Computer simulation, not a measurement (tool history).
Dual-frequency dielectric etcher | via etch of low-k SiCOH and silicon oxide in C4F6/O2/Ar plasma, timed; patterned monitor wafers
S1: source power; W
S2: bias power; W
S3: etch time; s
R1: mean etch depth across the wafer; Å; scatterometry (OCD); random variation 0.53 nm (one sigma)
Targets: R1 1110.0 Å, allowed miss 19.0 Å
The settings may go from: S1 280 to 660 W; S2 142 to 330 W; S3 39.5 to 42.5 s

{"run": 1, "hour": 0.0, "S1": 470, "S2": 236, "S3": 42.5, "R1": 1198.8}
{"run": 2, "hour": 9.0, "S1": 470, "S2": 236, "S3": 42.5, "R1": 1200.7}
{"run": 3, "hour": 12.0, "S1": 510, "S2": 236, "S3": 42.5, "R1": 1231.8}
{"run": 4, "hour": 14.0, "S1": 580, "S2": 236, "S3": 42.5, "R1": 1293.4}
{"run": 5, "hour": 21.9, "S1": 580, "S2": 256, "S3": 42.5, "R1": 1346.4}
{"run": 6, "hour": 24.1, "S1": 580, "S2": 217, "S3": 42.5, "R1": 1247.0}
{"run": 7, "hour": 28.9, "S1": 530, "S2": 213, "S3": 42.5, "R1": 1198.8}
{"run": 8, "hour": 33.2, "S1": 500, "S2": 211, "S3": 42.5, "R1": 1161.5}
{"run": 9, "hour": 37.6, "S1": 480, "S2": 210, "S3": 42.5, "R1": 1139.4}
{"run": 10, "hour": 40.8, "S1": 470, "S2": 209, "S3": 42.5, "R1": 1136.1}

4 next moves are on the table. One of them brings every result within its allowed miss. Which?
{"run": "A", "hour": 44.0, "S1": 430, "S2": 264, "S3": 41.0, "R1": "?"}
{"run": "B", "hour": 44.0, "S1": 450, "S2": 240, "S3": 41.0, "R1": "?"}
{"run": "C", "hour": 44.0, "S1": 460, "S2": 210, "S3": 40.5, "R1": "?"}
{"run": "D", "hour": 44.0, "S1": 440, "S2": 214, "S3": 42.5, "R1": "?"}

move=A R1=1184.9
move=B R1=1153.5
move=C R1=1079.8
move=D R1=1124.3
A: further off than the last run
B: further off than the last run
C: takes the result that was furthest off past its target
D: meets every target
Answer: D
